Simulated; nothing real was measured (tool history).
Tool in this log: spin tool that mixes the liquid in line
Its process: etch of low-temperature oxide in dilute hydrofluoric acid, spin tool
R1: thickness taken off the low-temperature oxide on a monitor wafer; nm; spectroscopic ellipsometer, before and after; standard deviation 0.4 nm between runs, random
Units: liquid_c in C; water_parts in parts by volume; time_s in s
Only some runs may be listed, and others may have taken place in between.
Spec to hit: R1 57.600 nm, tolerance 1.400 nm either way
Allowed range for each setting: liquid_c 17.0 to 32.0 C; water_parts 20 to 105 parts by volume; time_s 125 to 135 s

{"run": 1, "day": 0.0, "liquid_c": 24.0, "water_parts": 55, "time_s": 125, "R1": 79.972}
{"run": 2, "day": 0.196, "liquid_c": 24.0, "water_parts": 55, "time_s": 135, "R1": 87.316}
{"run": 3, "day": 0.5, "liquid_c": 26.5, "water_parts": 55, "time_s": 135, "R1": 96.735}
{"run": 4, "day": 0.862, "liquid_c": 23.5, "water_parts": 55, "time_s": 135, "R1": 86.611}
{"run": 5, "day": 1.033, "liquid_c": 23.5, "water_parts": 55, "time_s": 135, "R1": 84.83}
{"run": 6, "day": 1.146, "liquid_c": 23.5, "water_parts": 55, "time_s": 125, "R1": 77.99}
{"run": 7, "day": 1.192, "liquid_c": 23.0, "water_parts": 55, "time_s": 125, "R1": 77.342}
{"run": 8, "day": 1.392, "liquid_c": 22.5, "water_parts": 55, "time_s": 125, "R1": 76.407}

Consider the 5 candidate settings below. Which is the only one whose results all fall within their allowed miss of target?
{"run": "A", "day": 1.592, "liquid_c": 23.0, "water_parts": 75, "time_s": 130, "R1": "?"}
{"run": "B", "day": 1.592, "liquid_c": 22.0, "water_parts": 75, "time_s": 130, "R1": "?"}
{"run": "C", "day": 1.592, "liquid_c": 23.0, "water_parts": 80, "time_s": 130, "R1": "?"}
{"run": "D", "day": 1.592, "liquid_c": 21.0, "water_parts": 45, "time_s": 135, "R1": "?"}
{"run": "E", "day": 1.592, "liquid_c": 23.5, "water_parts": 70, "time_s": 125, "R1": "?"}

move=A R1=56.991
move=B R1=54.708
move=C R1=53.098
move=D R1=94.235
move=E R1=60.299
A: in spec on every target
B: moves the result that the last run missed by most past its target, out the other side
C: moves the result that the last run missed by most past its target, out the other side
D: misses by more than the last run did
E: closes in on the targets versus the last run, not all within tolerance yet
Move A is the one to make.
